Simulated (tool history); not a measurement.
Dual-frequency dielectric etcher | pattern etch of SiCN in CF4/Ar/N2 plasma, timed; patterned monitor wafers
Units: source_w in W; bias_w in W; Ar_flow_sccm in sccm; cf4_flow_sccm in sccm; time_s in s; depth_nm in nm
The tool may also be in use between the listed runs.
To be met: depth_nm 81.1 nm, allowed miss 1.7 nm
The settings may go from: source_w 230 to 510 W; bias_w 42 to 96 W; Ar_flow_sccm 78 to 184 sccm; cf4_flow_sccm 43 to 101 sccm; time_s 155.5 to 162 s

{"run": 1, "hour": 0.0, "source_w": 370, "bias_w": 69, "Ar_flow_sccm": 131, "cf4_flow_sccm": 72, "time_s": 155.5, "depth_nm": 119.24}
{"run": 2, "hour": 7.3, "source_w": 320, "bias_w": 69, "Ar_flow_sccm": 131, "cf4_flow_sccm": 72, "time_s": 155.5, "depth_nm": 102.53}
{"run": 3, "hour": 11.8, "source_w": 320, "bias_w": 61, "Ar_flow_sccm": 131, "cf4_flow_sccm": 72, "time_s": 155.5, "depth_nm": 98.902}
{"run": 4, "hour": 14.0, "source_w": 320, "bias_w": 54, "Ar_flow_sccm": 131, "cf4_flow_sccm": 72, "time_s": 155.5, "depth_nm": 92.649}
{"run": 5, "hour": 16.5, "source_w": 320, "bias_w": 54, "Ar_flow_sccm": 123, "cf4_flow_sccm": 72, "time_s": 155.5, "depth_nm": 94.146}
{"run": 6, "hour": 20.6, "source_w": 320, "bias_w": 54, "Ar_flow_sccm": 104, "cf4_flow_sccm": 72, "time_s": 155.5, "depth_nm": 97.978}
{"run": 7, "hour": 28.2, "source_w": 310, "bias_w": 54, "Ar_flow_sccm": 104, "cf4_flow_sccm": 72, "time_s": 155.5, "depth_nm": 93.86}
{"run": 8, "hour": 30.4, "source_w": 300, "bias_w": 54, "Ar_flow_sccm": 104, "cf4_flow_sccm": 72, "time_s": 155.5, "depth_nm": 91.108}
{"run": 9, "hour": 37.9, "source_w": 280, "bias_w": 54, "Ar_flow_sccm": 104, "cf4_flow_sccm": 72, "time_s": 155.5, "depth_nm": 84.127}

5 next moves are on the table. One of them brings every result within its allowed miss. Which?
{"run": "A", "hour": 45.4, "source_w": 270, "bias_w": 52, "Ar_flow_sccm": 118, "cf4_flow_sccm": 75, "time_s": 162, "depth_nm": "?"}
{"run": "B", "hour": 45.4, "source_w": 310, "bias_w": 42, "Ar_flow_sccm": 85, "cf4_flow_sccm": 56, "time_s": 162, "depth_nm": "?"}
{"run": "C", "hour": 45.4, "source_w": 240, "bias_w": 76, "Ar_flow_sccm": 107, "cf4_flow_sccm": 78, "time_s": 162, "depth_nm": "?"}
{"run": "D", "hour": 45.4, "source_w": 280, "bias_w": 52, "Ar_flow_sccm": 107, "cf4_flow_sccm": 67, "time_s": 162, "depth_nm": "?"}
{"run": "E", "hour": 45.4, "source_w": 280, "bias_w": 53, "Ar_flow_sccm": 101, "cf4_flow_sccm": 70, "time_s": 160.5, "depth_nm": "?"}

move=A depth_nm=81.264
move=B depth_nm=90.717
move=C depth_nm=84.385
move=D depth_nm=85.158
move=E depth_nm=86.589
A: meets every target
B: further off than the last run
C: further off than the last run
D: further off than the last run
E: further off than the last run
Answer: A
